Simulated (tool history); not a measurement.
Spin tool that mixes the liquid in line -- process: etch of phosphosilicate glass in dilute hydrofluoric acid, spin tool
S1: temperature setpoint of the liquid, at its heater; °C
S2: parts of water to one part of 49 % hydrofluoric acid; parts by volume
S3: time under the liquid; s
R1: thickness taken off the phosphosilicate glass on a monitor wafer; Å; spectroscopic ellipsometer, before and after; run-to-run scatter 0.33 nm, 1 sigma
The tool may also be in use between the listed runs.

| run | day | S1 | S2 | S3 | R1 |
|---|---|---|---|---|---|
| 1 | 0.000 | 24.0 | 130 | 75 | 668.51 |
| 2 | 0.054 | 24.0 | 170 | 75 | 485.83 |
| 3 | 0.254 | 25.0 | 170 | 75 | 507.07 |
| 4 | 0.604 | 25.0 | 170 | 80 | 543.35 |
| 5 | 0.958 | 26.0 | 170 | 80 | 559.89 |
| 6 | 1.267 | 27.0 | 170 | 80 | 583.30 |

Run 7 is up next; what results do you expect?
| 7 | 1.367 | 27.5 | 170 | 80 | ? |

{"run 7": {"R1": 590.7}}

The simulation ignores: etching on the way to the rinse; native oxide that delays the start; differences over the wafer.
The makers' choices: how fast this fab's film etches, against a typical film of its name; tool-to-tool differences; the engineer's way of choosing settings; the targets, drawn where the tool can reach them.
